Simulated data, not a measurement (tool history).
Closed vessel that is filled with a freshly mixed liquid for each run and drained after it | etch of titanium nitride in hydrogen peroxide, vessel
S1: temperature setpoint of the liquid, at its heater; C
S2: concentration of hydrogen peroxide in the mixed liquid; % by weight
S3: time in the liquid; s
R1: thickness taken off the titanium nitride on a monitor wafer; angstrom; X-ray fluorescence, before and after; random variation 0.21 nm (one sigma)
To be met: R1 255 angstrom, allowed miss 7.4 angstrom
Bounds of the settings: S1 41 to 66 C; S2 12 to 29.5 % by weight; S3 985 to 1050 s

| run | hour | S1 | S2 | S3 | R1 |
|---|---|---|---|---|---|
| 1 | 0 | 57 | 20 | 985 | 599.24 |
| 2 | 5.6 | 54 | 20 | 985 | 486.16 |
| 3 | 9.4 | 52 | 20 | 985 | 427.34 |
| 4 | 15.8 | 50 | 20 | 985 | 363.03 |
| 5 | 24.5 | 50 | 20 | 985 | 364.33 |
| 6 | 29 | 49 | 20 | 985 | 343.01 |
| 7 | 34.6 | 48 | 20 | 985 | 318.76 |
| 8 | 40 | 47.5 | 20 | 985 | 307.09 |
| 9 | 43.6 | 44.5 | 20 | 985 | 243.92 |

Which of these 4 next moves meets every target?
| A | 47.2 | 46.5 | 13.5 | 1020 | ? |
| B | 47.2 | 45 | 21 | 1035 | ? |
| C | 47.2 | 42.5 | 23.5 | 1050 | ? |
| D | 47.2 | 44 | 21 | 1050 | ? |

| move | R1 |
|---|---|
| A | 269.68 |
| B | 268.87 |
| C | 231.63 |
| D | 253.12 |
A: takes the result that was furthest off past its target
B: takes the result that was furthest off past its target
C: further off than the last run
D: meets every target
The right move is D.
